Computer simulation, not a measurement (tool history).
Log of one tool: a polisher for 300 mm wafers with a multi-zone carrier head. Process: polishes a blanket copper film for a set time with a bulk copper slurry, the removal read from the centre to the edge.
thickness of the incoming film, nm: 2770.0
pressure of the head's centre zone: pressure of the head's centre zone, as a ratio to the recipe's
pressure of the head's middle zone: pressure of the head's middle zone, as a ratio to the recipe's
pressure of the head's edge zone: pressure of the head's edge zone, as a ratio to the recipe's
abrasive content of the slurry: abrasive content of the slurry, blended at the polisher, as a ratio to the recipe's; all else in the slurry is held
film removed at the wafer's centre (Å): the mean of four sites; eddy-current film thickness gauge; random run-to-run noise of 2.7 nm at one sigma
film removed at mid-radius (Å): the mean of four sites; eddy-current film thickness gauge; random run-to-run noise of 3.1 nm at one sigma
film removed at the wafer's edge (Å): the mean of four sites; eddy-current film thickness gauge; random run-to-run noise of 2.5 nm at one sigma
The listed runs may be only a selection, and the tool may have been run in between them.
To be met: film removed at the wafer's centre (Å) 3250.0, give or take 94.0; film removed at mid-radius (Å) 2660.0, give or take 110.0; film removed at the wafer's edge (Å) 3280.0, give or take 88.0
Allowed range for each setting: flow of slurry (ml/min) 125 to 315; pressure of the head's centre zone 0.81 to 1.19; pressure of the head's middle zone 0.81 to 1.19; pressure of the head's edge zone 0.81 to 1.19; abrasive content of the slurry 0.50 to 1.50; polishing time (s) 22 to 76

run	hour	flow of slurry (ml/min)	pressure of the head's centre zone	pressure of the head's middle zone	pressure of the head's edge zone	abrasive content of the slurry	polishing time (s)	film removed at the wafer's centre (Å)	film removed at mid-radius (Å)	film removed at the wafer's edge (Å)
1	0.0	205	1.00	1.00	1.00	1.00	49	4207.2	3937.6	4150.4
2	3.0	195	0.99	0.95	0.99	0.90	48	3962.6	3702.6	3945.5
3	6.6	190	1.00	0.91	1.02	0.85	46	3783.4	3446.7	3818.7
4	14.0	190	1.00	0.91	1.02	0.85	55	4576.5	4043.0	4547.1
5	21.2	185	1.02	0.88	1.05	0.75	51	4222.7	3568.5	4217.9
6	28.8	180	1.02	0.86	1.05	0.70	49	4053.5	3356.7	3978.2
7	35.3	170	1.01	0.85	1.06	0.65	47	3720.1	3153.0	3801.4
8	36.6	165	1.01	0.84	1.06	0.60	46	3630.6	2949.3	3637.0
9	41.5	135	0.94	0.81	0.97	0.50	45	3066.4	2684.1	3247.4

Pick the move, out of 5, that brings all results within their allowed miss; only one does.
A	46.4	125	0.89	0.88	0.96	0.50	46	?	?	?
B	46.4	125	0.87	0.85	1.01	0.50	45	?	?	?
C	46.4	160	0.99	0.81	1.02	0.55	43	?	?	?
D	46.4	125	1.03	0.81	1.09	0.60	45	?	?	?
E	46.4	140	1.10	0.81	1.09	0.50	42	?	?	?

move	film removed at the wafer's centre (Å)	film removed at mid-radius (Å)	film removed at the wafer's edge (Å)
A	2939.0	2931.7	3291.3
B	2809.3	2787.3	3300.4
C	3216.3	2680.4	3289.4
D	3406.7	2738.9	3508.4
E	3382.4	2539.0	3238.4
A: misses by more than the last run did
B: misses by more than the last run did
C: meets every target
D: the result that was furthest off in the last run now lies on the other side of its target
E: the result that was furthest off in the last run now lies on the other side of its target
C is the move that brings every result within its allowed miss.
